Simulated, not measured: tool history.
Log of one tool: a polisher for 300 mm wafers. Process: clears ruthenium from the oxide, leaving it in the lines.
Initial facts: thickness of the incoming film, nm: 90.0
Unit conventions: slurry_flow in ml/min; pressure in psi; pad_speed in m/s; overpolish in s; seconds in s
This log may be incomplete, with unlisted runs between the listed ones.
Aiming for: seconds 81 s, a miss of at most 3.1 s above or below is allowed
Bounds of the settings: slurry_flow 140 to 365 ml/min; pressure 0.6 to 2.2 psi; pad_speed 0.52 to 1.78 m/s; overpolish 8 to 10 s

run 1 day=0 | slurry_flow=235 pressure=1.4 pad_speed=1.14 overpolish=10 | seconds=116.15
run 2 day=0.146 | slurry_flow=200 pressure=1.4 pad_speed=1.14 overpolish=10 | seconds=119.49
run 3 day=0.196 | slurry_flow=250 pressure=1.4 pad_speed=1.14 overpolish=10 | seconds=118.14
run 4 day=0.238 | slurry_flow=250 pressure=1.4 pad_speed=0.98 overpolish=10 | seconds=127.31
run 5 day=0.438 | slurry_flow=250 pressure=1.6 pad_speed=1 overpolish=10 | seconds=114.03
run 6 day=0.512 | slurry_flow=250 pressure=1.8 pad_speed=1.02 overpolish=10 | seconds=106.27
run 7 day=0.629 | slurry_flow=255 pressure=1.9 pad_speed=1.08 overpolish=10 | seconds=98
run 8 day=0.996 | slurry_flow=255 pressure=2 pad_speed=1.12 overpolish=10 | seconds=92.623
run 9 day=1.292 | slurry_flow=255 pressure=2.1 pad_speed=1.16 overpolish=10 | seconds=87.742
run 10 day=1.542 | slurry_flow=255 pressure=2.1 pad_speed=1.18 overpolish=10 | seconds=86.134

Below are 5 possible settings for the next run. Only one of them brings all results inside the allowed miss of their targets. Which is it?
run A day=1.792 | slurry_flow=255 pressure=2.1 pad_speed=1.12 overpolish=8 | seconds=?
run B day=1.792 | slurry_flow=265 pressure=1.8 pad_speed=1.22 overpolish=9 | seconds=?
run C day=1.792 | slurry_flow=260 pressure=2.1 pad_speed=1.08 overpolish=8 | seconds=?
run D day=1.792 | slurry_flow=305 pressure=2.1 pad_speed=1.26 overpolish=9 | seconds=?
run E day=1.792 | slurry_flow=220 pressure=1.9 pad_speed=1.16 overpolish=10 | seconds=?

move=A seconds=90.443
move=B seconds=95.118
move=C seconds=92.341
move=D seconds=82.855
move=E seconds=96.037
A: the biggest miss grows against the last run
B: the biggest miss grows against the last run
C: the biggest miss grows against the last run
D: hits every target within its allowed miss
E: the biggest miss grows against the last run
Correct choice: D, which meets every target
